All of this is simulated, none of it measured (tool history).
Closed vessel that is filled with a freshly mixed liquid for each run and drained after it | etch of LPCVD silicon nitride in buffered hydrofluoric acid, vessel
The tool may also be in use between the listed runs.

run	hour	temperature setpoint of the liquid (K)	parts of 40 % ammonium fluoride to one part of 49 % hydrofluoric acid (parts by volume)	time in the liquid (s)	thickness taken off the LPCVD silicon nitride on a monitor wafer (Å)
1	0.0	297.15	20.5	3055	194.33
2	4.8	297.15	23.5	3055	177.40
3	11.0	296.15	24.0	3055	165.30
4	14.8	299.15	24.0	3055	195.14
5	20.7	301.65	24.0	3055	221.69
6	28.6	301.65	29.0	3055	195.91
7	30.6	300.15	29.0	3055	179.94

What will run 8 give?
8	34.9	298.65	29.0	3055	?

Run 8 yielded thickness taken off the LPCVD silicon nitride on a monitor wafer (Å) 168.34.

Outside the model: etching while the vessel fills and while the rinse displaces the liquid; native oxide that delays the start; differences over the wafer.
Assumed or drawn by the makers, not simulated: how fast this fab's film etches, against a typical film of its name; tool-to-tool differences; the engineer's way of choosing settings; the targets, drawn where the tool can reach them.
